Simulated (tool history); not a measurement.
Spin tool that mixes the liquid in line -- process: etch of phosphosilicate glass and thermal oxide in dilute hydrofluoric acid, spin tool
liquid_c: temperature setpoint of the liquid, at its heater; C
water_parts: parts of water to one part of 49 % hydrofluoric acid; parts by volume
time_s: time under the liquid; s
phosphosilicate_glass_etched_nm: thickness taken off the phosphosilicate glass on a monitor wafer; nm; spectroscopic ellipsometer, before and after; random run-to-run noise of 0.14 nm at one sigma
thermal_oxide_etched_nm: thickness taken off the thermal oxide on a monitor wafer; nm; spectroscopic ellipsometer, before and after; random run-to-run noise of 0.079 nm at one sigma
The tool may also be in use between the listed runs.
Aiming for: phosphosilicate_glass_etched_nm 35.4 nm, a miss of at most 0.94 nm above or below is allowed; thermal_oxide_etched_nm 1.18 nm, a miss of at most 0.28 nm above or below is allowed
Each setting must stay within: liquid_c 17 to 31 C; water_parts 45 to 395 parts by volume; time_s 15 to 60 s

run,hour,liquid_c,water_parts,time_s,phosphosilicate_glass_etched_nm,thermal_oxide_etched_nm
1,0,23,220,30,16.343,0.57963
2,5.7,23,275,30,12.502,0.38711
3,7.3,24,255,30,14.236,0.43743
4,14.6,24.5,235,30,15.924,0.53697
5,17.3,25,220,30,17.59,0.64705
6,20.7,25,220,45,26.306,0.89046
7,27.7,25.5,215,45,27.424,0.89753
8,28.7,25.5,215,45,27.703,0.98553
9,37.6,26,215,45,28.103,0.99672
10,40.5,26.5,210,45,29.626,0.9757
11,44.2,27,210,45,30.237,1.0418
12,49.1,27.5,210,45,30.531,1.17
13,52.5,27.5,205,45,31.508,1.0767
14,56.2,28,205,45,31.969,1.0321
15,63.5,29,200,45,34.229,1.2568

Pick the move, out of 4, that brings all results within their allowed miss; only one does.
A,70.8,30,210,50,?,?
B,70.8,25.5,200,55,?,?
C,70.8,28.5,215,55,?,?
D,70.8,29.5,230,55,?,?

move,phosphosilicate_glass_etched_nm,thermal_oxide_etched_nm
A,37.13,1.1061
B,37.01,1.1026
C,37.654,1.1218
D,35.796,1.0664
A: takes the biggest miss from the last run beyond its target
B: takes the biggest miss from the last run beyond its target
C: takes the biggest miss from the last run beyond its target
D: all results in spec
D is the move that brings every result within its allowed miss.
